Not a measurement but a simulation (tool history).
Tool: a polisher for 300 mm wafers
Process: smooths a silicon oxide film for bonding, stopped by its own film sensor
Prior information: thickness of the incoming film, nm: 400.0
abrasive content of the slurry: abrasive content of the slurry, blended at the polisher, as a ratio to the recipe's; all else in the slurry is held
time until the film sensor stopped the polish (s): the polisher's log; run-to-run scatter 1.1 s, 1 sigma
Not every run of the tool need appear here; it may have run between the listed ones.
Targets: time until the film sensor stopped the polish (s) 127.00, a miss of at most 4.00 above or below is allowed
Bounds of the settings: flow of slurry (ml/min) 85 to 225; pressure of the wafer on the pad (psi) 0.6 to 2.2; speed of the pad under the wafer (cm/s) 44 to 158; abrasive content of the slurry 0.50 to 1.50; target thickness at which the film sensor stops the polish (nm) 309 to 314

run,hour,flow of slurry (ml/min),pressure of the wafer on the pad (psi),speed of the pad under the wafer (cm/s),abrasive content of the slurry,target thickness at which the film sensor stops the polish (nm),time until the film sensor stopped the polish (s)
1,0.0,145,1.4,100,1.00,314,205.12
2,2.8,145,1.4,88,1.00,314,220.21
3,4.2,150,1.5,88,1.00,314,208.66
4,7.2,150,1.6,88,1.00,314,192.43
# hour 14.6: slurry blender recalibrated
5,14.6,175,1.6,88,1.00,314,147.29
6,19.1,175,1.6,66,1.00,314,171.44
7,23.3,180,1.6,66,1.00,314,171.82
8,28.3,185,1.6,66,1.00,314,172.83
9,31.3,190,1.6,66,1.00,314,167.48
10,35.2,195,1.6,66,1.00,314,168.00
11,37.6,200,1.6,66,1.00,314,171.82
12,41.0,210,1.8,66,1.00,314,146.98
13,47.9,215,1.9,68,1.00,314,138.40

Which of these 5 next moves meets every target?
A,54.8,205,1.7,62,1.25,310,?
B,54.8,200,1.7,64,1.10,310,?
C,54.8,220,2.1,64,0.85,310,?
D,54.8,220,2.0,62,0.90,310,?
E,54.8,205,2.1,64,1.05,314,?

move,time until the film sensor stopped the polish (s)
A,152.36
B,160.40
C,151.72
D,155.46
E,128.13
A: further off than the last run
B: further off than the last run
C: further off than the last run
D: further off than the last run
E: in spec on every target
Go with E: it meets all targets.

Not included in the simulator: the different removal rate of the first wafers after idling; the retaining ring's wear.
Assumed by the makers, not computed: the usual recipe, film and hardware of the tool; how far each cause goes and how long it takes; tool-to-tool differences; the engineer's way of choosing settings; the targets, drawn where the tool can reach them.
